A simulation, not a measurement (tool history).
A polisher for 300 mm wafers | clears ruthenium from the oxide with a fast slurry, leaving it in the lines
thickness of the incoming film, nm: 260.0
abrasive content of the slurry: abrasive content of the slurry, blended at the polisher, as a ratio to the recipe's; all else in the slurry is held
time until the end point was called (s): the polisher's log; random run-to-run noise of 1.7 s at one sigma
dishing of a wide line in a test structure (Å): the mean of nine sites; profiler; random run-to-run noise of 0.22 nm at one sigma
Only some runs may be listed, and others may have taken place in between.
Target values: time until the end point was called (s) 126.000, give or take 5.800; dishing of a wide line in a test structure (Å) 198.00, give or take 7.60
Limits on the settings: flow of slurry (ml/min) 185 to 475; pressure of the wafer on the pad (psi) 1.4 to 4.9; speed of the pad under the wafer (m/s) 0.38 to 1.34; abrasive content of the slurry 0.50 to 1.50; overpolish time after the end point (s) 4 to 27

run,day,flow of slurry (ml/min),pressure of the wafer on the pad (psi),speed of the pad under the wafer (m/s),abrasive content of the slurry,overpolish time after the end point (s),time until the end point was called (s),dishing of a wide line in a test structure (Å)
1,0.000,305,3.1,0.86,1.00,14,95.945,269.92
2,0.312,305,2.9,0.86,1.00,14,102.090,251.55
3,0.467,305,2.9,0.86,1.00,17,102.330,296.50
4,0.725,305,2.7,0.86,1.00,16,108.240,263.68
5,0.912,305,2.6,0.86,1.00,15,110.670,248.90
# day 1.100: worn pad replaced by a new one
6,1.100,305,2.3,0.86,1.00,15,111.370,245.29
7,1.400,305,2.1,0.86,1.00,15,125.440,229.86
8,1.512,305,2.1,0.86,1.00,14,123.750,216.83

Next run, 4 choices. One meets every target within its allowed miss, the rest don't. Which?
A,1.625,275,1.8,1.00,1.05,13,?,?
B,1.625,270,1.7,1.02,1.20,18,?,?
C,1.625,255,2.2,0.82,1.00,14,?,?
D,1.625,355,2.0,1.02,0.85,13,?,?

move,time until the end point was called (s),dishing of a wide line in a test structure (Å)
A,126.810,202.33
B,126.580,264.42
C,125.220,217.58
D,118.280,214.51
A: every result lands within tolerance
B: moves away from the targets compared with the last run
C: roughly where the last run was
D: nearer than the last run, and not there yet
So the answer is move A, the one that meets all the targets.
